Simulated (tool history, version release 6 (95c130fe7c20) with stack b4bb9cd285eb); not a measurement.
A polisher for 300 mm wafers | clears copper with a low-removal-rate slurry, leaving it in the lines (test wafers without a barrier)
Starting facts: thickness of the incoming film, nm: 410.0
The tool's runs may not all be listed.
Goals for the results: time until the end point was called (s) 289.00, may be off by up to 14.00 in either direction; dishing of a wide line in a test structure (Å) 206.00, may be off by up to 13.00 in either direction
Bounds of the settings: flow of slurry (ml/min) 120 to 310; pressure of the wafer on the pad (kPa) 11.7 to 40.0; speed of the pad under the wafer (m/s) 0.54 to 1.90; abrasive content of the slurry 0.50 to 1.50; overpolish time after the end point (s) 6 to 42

run	day	flow of slurry (ml/min)	pressure of the wafer on the pad (kPa)	speed of the pad under the wafer (m/s)	abrasive content of the slurry	overpolish time after the end point (s)	time until the end point was called (s)	dishing of a wide line in a test structure (Å)
1	0.000	200	25.5	1.22	1.00	21	115.54	343.32
2	0.138	200	25.5	1.22	1.15	21	112.80	340.11
3	0.500	200	23.4	1.16	1.15	20	127.17	304.03
4	0.542	200	22.1	1.10	1.15	21	140.77	307.97
5	0.862	200	20.7	1.04	1.15	20	158.18	282.02
6	0.904	200	23.4	1.04	1.15	20	142.53	293.38
7	1.062	200	22.1	1.00	1.15	20	156.01	285.20
8	1.396	200	20.7	0.96	1.15	20	173.22	272.65
9	1.692	200	19.3	0.94	1.15	20	189.19	260.71
10	2.021	200	19.3	0.94	1.15	20	187.25	258.48
11	2.367	200	17.9	0.92	1.15	20	206.66	247.98
12	2.700	200	17.2	0.92	1.15	20	207.19	241.96
# day 2.829: slurry nozzle cleaned
13	2.829	200	16.5	0.90	1.15	20	210.35	241.34
14	2.967	195	11.7	0.68	1.10	18	380.10	139.66
15	3.108	200	12.4	0.68	1.10	19	354.49	157.71
16	3.479	255	16.5	0.66	1.10	24	282.31	221.75

Consider the 4 candidate settings below. Which is the only one whose results all fall within their allowed miss of target?
A	3.850	260	17.9	0.66	1.15	23	?	?
B	3.850	275	15.9	0.66	1.10	22	?	?
C	3.850	245	16.5	0.56	1.35	31	?	?
D	3.850	310	17.9	0.56	1.25	30	?	?

move	time until the end point was called (s)	dishing of a wide line in a test structure (Å)
A	259.73	232.20
B	289.29	209.20
C	311.75	248.90
D	291.08	254.99
A: lands further from the targets than the last run did
B: meets every target
C: lands further from the targets than the last run did
D: lands further from the targets than the last run did
B is the move that brings every result within its allowed miss.
